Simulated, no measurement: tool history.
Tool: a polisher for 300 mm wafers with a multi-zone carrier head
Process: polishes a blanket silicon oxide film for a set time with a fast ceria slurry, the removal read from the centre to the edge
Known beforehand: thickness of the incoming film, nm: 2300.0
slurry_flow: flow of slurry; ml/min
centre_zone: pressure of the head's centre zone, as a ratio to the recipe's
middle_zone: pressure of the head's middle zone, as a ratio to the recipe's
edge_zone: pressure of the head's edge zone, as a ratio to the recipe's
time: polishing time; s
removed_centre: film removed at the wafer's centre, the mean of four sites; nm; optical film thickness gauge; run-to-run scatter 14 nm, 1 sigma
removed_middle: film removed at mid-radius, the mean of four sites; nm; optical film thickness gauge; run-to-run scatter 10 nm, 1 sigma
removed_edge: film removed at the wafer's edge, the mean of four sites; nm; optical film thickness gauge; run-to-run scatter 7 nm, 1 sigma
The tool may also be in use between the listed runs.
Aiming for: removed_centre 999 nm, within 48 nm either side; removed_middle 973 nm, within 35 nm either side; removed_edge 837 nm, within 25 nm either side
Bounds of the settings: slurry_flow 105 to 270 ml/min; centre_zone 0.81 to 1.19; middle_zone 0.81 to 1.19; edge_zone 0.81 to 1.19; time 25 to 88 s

| run | day | slurry_flow | centre_zone | middle_zone | edge_zone | time | removed_centre | removed_middle | removed_edge |
|---|---|---|---|---|---|---|---|---|---|
| 1 | 0 | 175 | 1 | 1 | 1 | 56 | 783.9 | 788.15 | 781.75 |
| 2 | 0.2 | 185 | 1.03 | 1.03 | 1 | 56 | 823.76 | 819.98 | 789.58 |
| 3 | 0.242 | 185 | 1.03 | 1.03 | 1.05 | 56 | 824.28 | 815.75 | 799.24 |
| 4 | 0.346 | 185 | 1.03 | 1.03 | 1.01 | 56 | 799.87 | 823.97 | 791.82 |
| 5 | 0.417 | 195 | 1.06 | 1.03 | 0.98 | 57 | 853.81 | 845.47 | 790.36 |
| 6 | 0.588 | 195 | 1.06 | 0.95 | 0.98 | 57 | 852.03 | 763.07 | 796.81 |
| 7 | 0.933 | 200 | 1.08 | 0.98 | 0.98 | 57 | 871.55 | 798.75 | 800.09 |
| 8 | 1.2 | 245 | 1.17 | 1.08 | 0.98 | 58 | 1003.4 | 913.27 | 833.88 |
| 9 | 1.45 | 245 | 1.17 | 1.09 | 0.98 | 58 | 978.64 | 913.24 | 835.83 |
| 10 | 1.712 | 245 | 1.17 | 1.1 | 0.97 | 58 | 1005.3 | 916.47 | 823.21 |
| 11 | 1.833 | 245 | 1.16 | 1.11 | 0.97 | 58 | 1003.5 | 945.38 | 819.88 |

5 candidate next runs follow, results not yet known. Just one meets every target within its allowed miss. Identify it.
| A | 1.954 | 260 | 1.19 | 1.11 | 1.02 | 55 | ? | ? | ? |
| B | 1.954 | 260 | 1.08 | 1.18 | 0.91 | 57 | ? | ? | ? |
| C | 1.954 | 235 | 1.18 | 1.08 | 0.99 | 58 | ? | ? | ? |
| D | 1.954 | 240 | 1.19 | 1.02 | 0.88 | 61 | ? | ? | ? |
| E | 1.954 | 270 | 1.13 | 1.11 | 0.94 | 60 | ? | ? | ? |

| move | removed_centre | removed_middle | removed_edge |
|---|---|---|---|
| A | 981.53 | 886.3 | 800.69 |
| B | 923.04 | 968.92 | 785.36 |
| C | 1014.3 | 903.65 | 826.16 |
| D | 1078.1 | 907.4 | 824.41 |
| E | 1020.6 | 970.89 | 842.37 |
A: lands further from the targets than the last run did
B: brings the last run's worst result on target, with another outside its allowed miss
C: lands further from the targets than the last run did
D: lands further from the targets than the last run did
E: in spec on every target
E meets every target.
